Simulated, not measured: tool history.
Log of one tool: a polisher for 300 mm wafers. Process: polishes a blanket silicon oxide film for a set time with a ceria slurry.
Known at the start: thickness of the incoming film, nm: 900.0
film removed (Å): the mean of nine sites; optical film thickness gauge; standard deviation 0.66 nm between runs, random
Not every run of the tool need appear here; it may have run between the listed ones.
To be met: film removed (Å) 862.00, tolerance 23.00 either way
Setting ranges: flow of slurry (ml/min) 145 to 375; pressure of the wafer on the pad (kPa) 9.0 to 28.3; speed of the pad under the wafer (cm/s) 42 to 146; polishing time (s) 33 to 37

run,hour,flow of slurry (ml/min),pressure of the wafer on the pad (kPa),speed of the pad under the wafer (cm/s),polishing time (s),film removed (Å)
1,0.0,240,18.6,94,37,1396.40
2,3.8,240,18.6,94,33,1270.40
3,8.3,240,17.2,94,33,1169.00
4,12.2,240,21.4,94,33,1456.40
5,15.1,235,18.6,94,33,1291.60
6,22.3,235,22.1,94,33,1511.00
7,24.7,235,18.6,94,33,1262.00
8,33.4,230,16.5,94,33,1126.20
9,38.1,220,15.2,94,33,1030.30
10,45.4,210,14.5,94,33,987.48
11,51.9,200,13.8,94,33,953.69
12,58.4,200,13.1,94,33,897.80
13,62.1,195,13.1,94,33,907.04

Of the 4 settings listed for the next run, only one would bring every result within its allowed miss of target. Which one?
A,65.8,210,13.1,96,33,?
B,65.8,220,12.4,98,36,?
C,65.8,155,12.4,104,33,?
D,65.8,230,13.1,84,34,?

move,film removed (Å)
A,905.81
B,956.37
C,896.19
D,848.93
A: neither nearer nor further off than the last run
B: its largest miss is bigger than the last run's
C: closes in on the targets versus the last run, not all within tolerance yet
D: meets every target
D is the move that brings every result within its allowed miss.
